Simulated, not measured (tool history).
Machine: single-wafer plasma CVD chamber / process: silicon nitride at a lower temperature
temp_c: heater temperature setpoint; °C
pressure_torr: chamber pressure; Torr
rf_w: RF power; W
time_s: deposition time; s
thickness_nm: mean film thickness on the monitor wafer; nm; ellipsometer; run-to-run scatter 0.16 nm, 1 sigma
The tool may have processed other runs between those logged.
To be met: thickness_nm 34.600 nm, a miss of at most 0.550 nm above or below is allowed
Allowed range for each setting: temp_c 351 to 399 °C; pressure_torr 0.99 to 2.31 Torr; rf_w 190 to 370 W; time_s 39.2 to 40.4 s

run,hour,temp_c,pressure_torr,rf_w,time_s,thickness_nm
1,0.0,375,1.65,280,39.2,41.380
2,6.3,385,1.65,280,39.2,41.768
3,13.9,385,1.51,270,39.2,38.981
4,20.1,392,1.51,270,39.2,39.093
5,27.2,392,1.34,270,39.2,37.669
6,29.5,392,1.34,270,39.2,37.548
7,37.0,392,1.26,270,39.2,36.692
8,40.8,392,1.21,270,39.2,36.063
# hour 46.1: RF generator calibrated
9,46.1,392,1.18,270,39.2,38.166
10,47.8,393,1.18,265,39.2,37.278
11,50.3,394,1.13,255,39.2,35.736

Exactly one of the 4 candidate moves below puts every result within its allowed miss. Which one?
A,52.8,399,1.06,245,39.2,?
B,52.8,399,1.10,255,40.4,?
C,52.8,399,1.01,270,40.3,?
D,52.8,398,1.13,245,39.4,?

move,thickness_nm
A,33.551
B,36.226
C,36.683
D,34.536
A: carries the result that was furthest off beyond its target, to the other side
B: misses by more than the last run did
C: misses by more than the last run did
D: all results in spec
Move D is the one to make.

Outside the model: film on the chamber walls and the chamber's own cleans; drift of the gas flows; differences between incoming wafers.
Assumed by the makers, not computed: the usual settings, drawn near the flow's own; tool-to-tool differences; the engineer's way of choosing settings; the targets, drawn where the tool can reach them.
